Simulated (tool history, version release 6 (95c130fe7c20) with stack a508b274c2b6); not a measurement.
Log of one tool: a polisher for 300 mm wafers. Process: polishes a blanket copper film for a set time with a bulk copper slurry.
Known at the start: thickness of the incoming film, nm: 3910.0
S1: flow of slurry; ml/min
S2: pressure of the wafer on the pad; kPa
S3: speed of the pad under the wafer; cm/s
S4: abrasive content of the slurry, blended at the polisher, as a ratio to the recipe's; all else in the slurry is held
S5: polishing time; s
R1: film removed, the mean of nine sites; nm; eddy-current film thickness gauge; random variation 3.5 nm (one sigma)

Run 1, hour 0: S1 260 ml/min, S2 16.5 kPa, S3 96 cm/s, S4 1, S5 55 s. Result: R1 411.78 nm.
Run 2, hour 7.5: S1 260 ml/min, S2 15.2 kPa, S3 96 cm/s, S4 1, S5 55 s. Result: R1 368.06 nm.
Run 3, hour 8.6: S1 260 ml/min, S2 14.5 kPa, S3 96 cm/s, S4 1, S5 55 s. Result: R1 351.82 nm.
Run 4, hour 17.4: S1 260 ml/min, S2 14.5 kPa, S3 108 cm/s, S4 1, S5 55 s. Result: R1 385.98 nm.
Run 5, hour 23.1: S1 260 ml/min, S2 13.8 kPa, S3 108 cm/s, S4 1, S5 55 s. Result: R1 381.77 nm.
At hour 26.9: slurry blender recalibrated.
Run 6, hour 26.9: S1 260 ml/min, S2 13.8 kPa, S3 108 cm/s, S4 0.8, S5 55 s. Result: R1 380.78 nm.
Run 7, hour 33: S1 260 ml/min, S2 13.1 kPa, S3 108 cm/s, S4 0.8, S5 55 s. Result: R1 375.93 nm.

Forecast run 8:
Run 8, hour 35.1: S1 260 ml/min, S2 12.4 kPa, S3 106 cm/s, S4 0.8, S5 55 s. Result: R1 ?.

{"run 8": {"R1": 346.03}}
